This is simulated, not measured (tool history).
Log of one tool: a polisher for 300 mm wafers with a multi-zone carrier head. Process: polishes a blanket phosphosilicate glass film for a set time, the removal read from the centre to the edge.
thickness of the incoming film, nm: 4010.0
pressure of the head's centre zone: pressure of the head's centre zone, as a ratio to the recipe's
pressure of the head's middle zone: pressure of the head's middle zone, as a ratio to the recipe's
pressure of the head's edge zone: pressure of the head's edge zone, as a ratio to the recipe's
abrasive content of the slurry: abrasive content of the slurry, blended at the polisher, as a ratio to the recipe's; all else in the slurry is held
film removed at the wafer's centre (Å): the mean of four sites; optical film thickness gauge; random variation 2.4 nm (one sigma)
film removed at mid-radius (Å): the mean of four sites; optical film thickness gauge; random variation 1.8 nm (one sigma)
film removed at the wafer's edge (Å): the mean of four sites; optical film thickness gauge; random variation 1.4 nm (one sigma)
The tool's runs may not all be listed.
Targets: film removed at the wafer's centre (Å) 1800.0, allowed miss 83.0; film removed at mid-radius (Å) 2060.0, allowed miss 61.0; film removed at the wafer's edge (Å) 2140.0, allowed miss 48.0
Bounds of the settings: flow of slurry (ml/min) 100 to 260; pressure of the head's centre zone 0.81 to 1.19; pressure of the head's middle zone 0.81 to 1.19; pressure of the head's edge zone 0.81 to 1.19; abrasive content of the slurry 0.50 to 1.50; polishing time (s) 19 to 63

run,hour,flow of slurry (ml/min),pressure of the head's centre zone,pressure of the head's middle zone,pressure of the head's edge zone,abrasive content of the slurry,polishing time (s),film removed at the wafer's centre (Å),film removed at mid-radius (Å),film removed at the wafer's edge (Å)
1,0.0,165,1.00,1.00,1.00,1.00,41,2817.9,2826.3,2822.9
2,1.1,155,0.97,0.98,0.98,0.90,41,2450.6,2553.9,2573.4
3,7.4,145,0.95,0.96,0.95,0.90,41,2455.0,2477.6,2520.6
4,8.7,145,0.95,0.96,0.95,1.10,41,2726.1,2850.0,2818.5
5,13.5,145,1.03,0.96,0.95,1.10,41,2987.3,2778.4,2856.1
6,20.2,170,1.03,0.96,0.95,1.10,41,3115.7,2910.2,2905.6
7,21.6,160,0.99,0.95,0.94,1.05,41,2791.3,2764.3,2762.7
8,24.9,150,0.96,0.93,0.92,1.00,41,2633.5,2588.1,2675.8
9,26.1,145,0.93,0.93,0.91,0.95,41,2457.1,2531.4,2583.1
10,29.5,140,0.91,0.93,0.90,0.90,41,2304.8,2414.3,2449.9
11,32.2,135,0.89,0.93,0.90,0.85,41,2149.2,2265.2,2356.9
12,41.0,130,0.87,0.93,0.89,0.85,41,2073.6,2274.5,2315.4
13,45.0,100,0.81,0.86,0.86,0.75,41,1582.1,1789.8,1981.7
14,49.7,110,0.81,0.87,0.86,0.75,41,1680.1,1847.5,2011.4
15,56.0,115,0.81,0.88,0.87,0.75,41,1709.1,1920.4,2040.4
16,61.1,155,0.81,0.90,0.92,0.75,41,1863.2,2086.8,2197.2

Which of these 5 next moves meets every target?
A,66.2,170,0.87,0.98,0.96,0.55,50,?,?,?
B,66.2,145,0.82,0.91,0.91,0.85,34,?,?,?
C,66.2,165,0.81,0.88,0.97,0.65,42,?,?,?
D,66.2,125,0.83,0.92,0.90,0.85,38,?,?,?
E,66.2,135,0.81,0.94,0.99,0.75,38,?,?,?

move,film removed at the wafer's centre (Å),film removed at mid-radius (Å),film removed at the wafer's edge (Å)
A,1790.2,2035.1,2009.8
B,1660.4,1899.8,1968.8
C,1666.9,1875.7,2027.5
D,1803.6,2065.8,2136.6
E,1634.2,1945.5,2036.6
A: takes the result that was furthest off past its target
B: takes the result that was furthest off past its target
C: takes the result that was furthest off past its target
D: meets every target
E: takes the result that was furthest off past its target
Move D is the one to make.
